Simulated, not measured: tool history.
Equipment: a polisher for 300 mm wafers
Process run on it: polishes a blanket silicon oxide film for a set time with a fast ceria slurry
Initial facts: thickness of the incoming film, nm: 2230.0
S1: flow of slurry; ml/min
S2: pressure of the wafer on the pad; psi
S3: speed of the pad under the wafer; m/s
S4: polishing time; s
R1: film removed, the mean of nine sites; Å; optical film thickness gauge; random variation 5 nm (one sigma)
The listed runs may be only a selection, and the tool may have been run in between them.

{"run": 1, "hour": 0.0, "S1": 315, "S2": 2.9, "S3": 1.14, "S4": 31, "R1": 6431.9}
{"run": 2, "hour": 3.5, "S1": 315, "S2": 2.7, "S3": 1.14, "S4": 31, "R1": 6139.5}
{"run": 3, "hour": 9.6, "S1": 315, "S2": 2.7, "S3": 1.38, "S4": 31, "R1": 7337.9}
{"run": 4, "hour": 16.8, "S1": 315, "S2": 2.7, "S3": 1.5, "S4": 31, "R1": 8021.2}
{"run": 5, "hour": 23.9, "S1": 315, "S2": 2.4, "S3": 1.5, "S4": 31, "R1": 7299.8}
{"run": 6, "hour": 29.1, "S1": 315, "S2": 2.9, "S3": 1.5, "S4": 31, "R1": 8450.4}
{"run": 7, "hour": 32.2, "S1": 315, "S2": 2.7, "S3": 1.44, "S4": 31, "R1": 7698.2}
{"run": 8, "hour": 41.3, "S1": 315, "S2": 2.7, "S3": 1.44, "S4": 31, "R1": 7690}
{"run": 9, "hour": 44.8, "S1": 315, "S2": 2.5, "S3": 1.4, "S4": 31, "R1": 6880.8}
{"run": 10, "hour": 49.1, "S1": 315, "S2": 2.3, "S3": 1.38, "S4": 31, "R1": 6377.1}

Expected results for the next run?
{"run": 11, "hour": 52.8, "S1": 315, "S2": 2.1, "S3": 1.36, "S4": 31, "R1": "?"}

{"run 11": {"R1": 5517.5}}
